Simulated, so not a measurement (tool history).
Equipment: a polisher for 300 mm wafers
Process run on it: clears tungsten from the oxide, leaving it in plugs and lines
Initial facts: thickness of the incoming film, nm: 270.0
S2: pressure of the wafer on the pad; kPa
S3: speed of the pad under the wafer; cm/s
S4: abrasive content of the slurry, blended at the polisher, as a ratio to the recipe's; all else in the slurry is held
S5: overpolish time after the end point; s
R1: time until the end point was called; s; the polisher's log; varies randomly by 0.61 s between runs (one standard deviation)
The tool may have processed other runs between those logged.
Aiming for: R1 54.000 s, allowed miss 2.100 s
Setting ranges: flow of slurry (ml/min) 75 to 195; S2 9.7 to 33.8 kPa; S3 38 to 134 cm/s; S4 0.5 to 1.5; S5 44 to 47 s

Run 1, hour 0.0: flow of slurry (ml/min) 125, S2 21.4 kPa, S3 86 cm/s, S4 1.0, S5 44 s. Result: R1 79.014 s.
Run 2, hour 7.5: flow of slurry (ml/min) 130, S2 22.1 kPa, S3 86 cm/s, S4 1.0, S5 44 s. Result: R1 74.730 s.
Run 3, hour 16.2: flow of slurry (ml/min) 135, S2 22.8 kPa, S3 86 cm/s, S4 1.0, S5 44 s. Result: R1 71.538 s.
Run 4, hour 25.0: flow of slurry (ml/min) 140, S2 23.4 kPa, S3 86 cm/s, S4 1.0, S5 44 s. Result: R1 69.074 s.
Run 5, hour 29.7: flow of slurry (ml/min) 145, S2 24.1 kPa, S3 86 cm/s, S4 1.0, S5 44 s. Result: R1 67.088 s.
Run 6, hour 34.7: flow of slurry (ml/min) 145, S2 21.4 kPa, S3 86 cm/s, S4 1.0, S5 44 s. Result: R1 76.132 s.
Run 7, hour 37.8: flow of slurry (ml/min) 145, S2 22.1 kPa, S3 86 cm/s, S4 1.0, S5 44 s. Result: R1 73.566 s.
Run 8, hour 43.2: flow of slurry (ml/min) 145, S2 22.8 kPa, S3 86 cm/s, S4 1.0, S5 44 s. Result: R1 72.147 s.

Which single option among these 4 for the next run brings every result within its allowed miss of target? Just one does.
Run A, hour 48.6: flow of slurry (ml/min) 160, S2 26.2 kPa, S3 104 cm/s, S4 1.0, S5 44 s. Result: R1 ?.
Run B, hour 48.6: flow of slurry (ml/min) 175, S2 27.6 kPa, S3 94 cm/s, S4 1.2, S5 44 s. Result: R1 ?.
Run C, hour 48.6: flow of slurry (ml/min) 135, S2 25.5 kPa, S3 104 cm/s, S4 1.0, S5 47 s. Result: R1 ?.
Run D, hour 48.6: flow of slurry (ml/min) 150, S2 22.1 kPa, S3 78 cm/s, S4 1.0, S5 45 s. Result: R1 ?.

move      R1
   A  49.924
   B  49.868
   C  52.841
   D  78.904
A: takes the result that was furthest off past its target
B: takes the result that was furthest off past its target
C: each result inside its tolerance
D: lands further from the targets than the last run did
Go with C: it meets all targets.
